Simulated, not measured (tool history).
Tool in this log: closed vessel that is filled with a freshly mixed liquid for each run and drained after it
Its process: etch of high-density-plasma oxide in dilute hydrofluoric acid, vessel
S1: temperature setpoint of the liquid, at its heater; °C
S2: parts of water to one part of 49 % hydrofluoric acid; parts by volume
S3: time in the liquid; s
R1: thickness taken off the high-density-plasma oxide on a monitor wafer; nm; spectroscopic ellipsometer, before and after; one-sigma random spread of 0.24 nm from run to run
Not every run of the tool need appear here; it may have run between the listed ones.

{"run": 1, "day": 0.0, "S1": 23, "S2": 110, "S3": 285, "R1": 16.85}
{"run": 2, "day": 0.25, "S1": 23, "S2": 110, "S3": 305, "R1": 18.331}
{"run": 3, "day": 0.638, "S1": 19.5, "S2": 110, "S3": 305, "R1": 15.59}
{"run": 4, "day": 0.796, "S1": 21, "S2": 110, "S3": 305, "R1": 16.383}
{"run": 5, "day": 1.179, "S1": 22.5, "S2": 110, "S3": 305, "R1": 17.935}
{"day": 1.479, "done": "hydrofluoric acid flow meter replaced"}
{"run": 6, "day": 1.479, "S1": 22.5, "S2": 110, "S3": 285, "R1": 17.513}
{"run": 7, "day": 1.533, "S1": 23.5, "S2": 110, "S3": 285, "R1": 18.448}
{"run": 8, "day": 1.842, "S1": 24.5, "S2": 110, "S3": 285, "R1": 19.276}
{"run": 9, "day": 1.996, "S1": 25.5, "S2": 110, "S3": 285, "R1": 20.302}

Run 10 is up next; what results do you expect?
{"run": 10, "day": 2.088, "S1": 26, "S2": 110, "S3": 285, "R1": "?"}

{"run 10": {"R1": 20.461}}
